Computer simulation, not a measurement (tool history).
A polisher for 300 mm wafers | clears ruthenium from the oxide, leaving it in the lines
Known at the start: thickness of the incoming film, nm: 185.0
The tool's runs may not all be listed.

run	hour	flow of slurry (ml/min)	pressure of the wafer on the pad (psi)	speed of the pad under the wafer (m/s)	overpolish time after the end point (s)	time until the end point was called (s)
1	0.0	145	1.8	1.12	15	200.83
2	1.7	145	1.8	1.12	15	199.41
3	8.8	145	1.6	1.10	15	220.89
4	13.4	145	1.6	1.30	15	197.27
5	21.1	145	1.6	1.08	15	227.75
6	23.7	145	1.6	0.86	15	270.79
7	31.6	145	1.6	0.86	15	273.17
8	35.0	145	1.5	0.86	15	278.20

Run 9 comes next. What will it give?
9	36.5	145	1.2	0.82	15	?

{"run 9": {"time until the end point was called (s)": 356.03}}

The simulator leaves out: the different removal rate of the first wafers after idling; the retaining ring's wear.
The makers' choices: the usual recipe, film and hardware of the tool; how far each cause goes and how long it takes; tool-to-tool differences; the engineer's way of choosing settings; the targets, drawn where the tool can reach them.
